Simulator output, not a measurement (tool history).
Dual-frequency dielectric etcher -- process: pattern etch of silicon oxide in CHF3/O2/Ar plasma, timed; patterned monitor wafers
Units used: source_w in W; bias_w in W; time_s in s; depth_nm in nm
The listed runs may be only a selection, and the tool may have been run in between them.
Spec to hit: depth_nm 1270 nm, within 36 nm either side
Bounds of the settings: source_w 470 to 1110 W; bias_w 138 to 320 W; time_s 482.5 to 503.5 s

run    day  source_w  bias_w  time_s  depth_nm
  1      0       790     229   482.5    1032.1
  2  0.208       890     229   482.5    1099.8
  3   0.55       940     235   483.5    1137.5
  4  0.583       820     235   483.5    1065.6
  5  0.917       820     235   503.5    1113.9
  6  1.117       820     235   482.5    1049.8
  7  1.488       890     242   484.5    1121.7
  8  1.771       940     246     485    1158.3
  9  1.971      1080     267     489    1309.7

Which one of the following 5 next-run settings gets every result inside its allowed miss? There is exactly one.
  A  2.171       960     274     496         ?
  B  2.171       930     240   495.5         ?
  C  2.171      1110     282   482.5         ?
  D  2.171      1110     290   495.5         ?
  E  2.171      1050     227   482.5         ?

move  depth_nm
   A    1274.8
   B    1188.3
   C    1354.3
   D      1406
   E    1209.9
A: every result within its allowed miss
B: takes the biggest miss from the last run beyond its target
C: moves away from the targets compared with the last run
D: moves away from the targets compared with the last run
E: takes the biggest miss from the last run beyond its target
So the answer is move A, the one that meets all the targets.

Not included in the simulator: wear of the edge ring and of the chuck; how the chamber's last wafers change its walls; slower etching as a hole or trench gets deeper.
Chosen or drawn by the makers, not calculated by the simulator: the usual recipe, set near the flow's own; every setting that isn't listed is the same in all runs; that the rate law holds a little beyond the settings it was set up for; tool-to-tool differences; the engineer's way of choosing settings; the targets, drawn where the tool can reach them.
